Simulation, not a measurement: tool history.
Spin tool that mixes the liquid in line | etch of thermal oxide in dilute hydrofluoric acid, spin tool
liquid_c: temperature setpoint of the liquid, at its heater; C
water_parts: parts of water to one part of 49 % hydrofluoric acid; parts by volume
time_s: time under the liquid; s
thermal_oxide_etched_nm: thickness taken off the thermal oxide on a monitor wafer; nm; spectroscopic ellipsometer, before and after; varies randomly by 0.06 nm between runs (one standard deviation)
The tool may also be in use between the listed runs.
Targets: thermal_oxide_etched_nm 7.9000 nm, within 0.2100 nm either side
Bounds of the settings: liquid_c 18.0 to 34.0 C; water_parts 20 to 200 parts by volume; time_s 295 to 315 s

run	hour	liquid_c	water_parts	time_s	thermal_oxide_etched_nm
1	0.0	26.0	110	295	13.0080
2	4.3	24.5	110	295	12.2950
3	6.6	22.5	115	295	10.6760
4	13.6	22.5	115	315	11.4440
5	22.5	22.5	115	295	10.7460
6	23.5	22.5	85	295	15.0910
7	31.8	22.5	85	295	15.2010
8	40.8	21.0	95	295	12.5490
9	46.6	20.0	105	295	10.7530
# hour 55.0: thermometer replaced
10	55.0	19.5	110	295	9.7924
11	61.9	19.0	115	295	8.9899
12	67.3	18.5	115	295	8.7279
13	72.7	18.0	120	295	8.2336

Next run, 5 choices. One meets every target within its allowed miss, the rest don't. Which?
A	78.1	20.0	140	310	?
B	78.1	18.5	125	310	?
C	78.1	18.5	115	295	?
D	78.1	18.0	115	295	?
E	78.1	18.0	125	310	?

move	thermal_oxide_etched_nm
A	7.8329
B	8.3861
C	8.7655
D	8.5862
E	8.2156
A: in spec on every target
B: moves away from the targets compared with the last run
C: moves away from the targets compared with the last run
D: moves away from the targets compared with the last run
E: nearer than the last run, and not there yet
Go with A: it meets all targets.
